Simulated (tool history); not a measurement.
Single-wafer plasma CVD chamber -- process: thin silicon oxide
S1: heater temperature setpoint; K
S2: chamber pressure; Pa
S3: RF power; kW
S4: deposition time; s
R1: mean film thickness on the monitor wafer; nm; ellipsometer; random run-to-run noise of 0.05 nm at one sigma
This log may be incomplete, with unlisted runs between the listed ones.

run  hour      S1   S2     S3   S4      R1
  1     0  678.15  135   0.36  9.2  22.357
  2     4  679.15  123  0.335  9.2  19.853
  3   7.3  679.15  113   0.33  9.2  18.435
  4  15.6  679.15  107   0.33  9.2  17.054
  5  20.1  679.15  107   0.35  9.2  17.423
  6  25.1  679.15  117   0.35  9.2  19.473
  7  31.5  679.15  111   0.35  9.2  18.182
  8  34.2  679.15  105   0.35  9.2  17.106
  9  42.6  679.15  105   0.35  9.2  17.117
 10  43.8  679.15  103   0.35  9.2  16.631

What does the tool deliver on the next run?
 11  50.6  679.15  100  0.35  9.2   ?

R1: 16.037 nm
